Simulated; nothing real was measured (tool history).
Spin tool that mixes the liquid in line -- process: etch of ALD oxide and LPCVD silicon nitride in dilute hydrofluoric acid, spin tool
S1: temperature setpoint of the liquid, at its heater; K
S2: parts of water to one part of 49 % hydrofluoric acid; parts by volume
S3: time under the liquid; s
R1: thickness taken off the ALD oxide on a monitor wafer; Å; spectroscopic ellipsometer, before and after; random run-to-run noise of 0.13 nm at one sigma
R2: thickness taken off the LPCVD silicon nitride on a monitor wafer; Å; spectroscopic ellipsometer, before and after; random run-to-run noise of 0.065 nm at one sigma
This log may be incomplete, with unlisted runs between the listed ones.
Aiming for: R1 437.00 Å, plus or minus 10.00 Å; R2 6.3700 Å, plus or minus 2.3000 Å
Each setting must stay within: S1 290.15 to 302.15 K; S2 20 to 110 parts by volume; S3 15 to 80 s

run	hour	S1	S2	S3	R1	R2
1	0.0	294.15	60	40	167.69	3.3903
2	4.0	291.15	60	40	148.74	2.2034
3	11.9	292.65	60	40	157.49	2.1839
4	20.0	292.65	60	30	118.57	2.0402
5	29.0	290.65	60	30	108.97	1.8604
6	35.3	292.65	50	30	143.17	2.0885
7	36.2	294.65	45	30	174.75	2.9133
8	39.5	298.65	20	40	641.14	12.8850

4 candidate next runs follow, results not yet known. Just one meets every target within its allowed miss. Identify it.
A	42.8	294.65	20	30	?	?
B	42.8	293.65	30	40	?	?
C	42.8	292.65	20	35	?	?
D	42.8	295.15	20	30	?	?

move	R1	R2
A	405.30	6.3662
B	340.86	5.3707
C	433.62	6.4541
D	414.09	6.5916
A: takes the biggest miss from the last run beyond its target
B: takes the biggest miss from the last run beyond its target
C: every result within its allowed miss
D: takes the biggest miss from the last run beyond its target
C is the move that brings every result within its allowed miss.
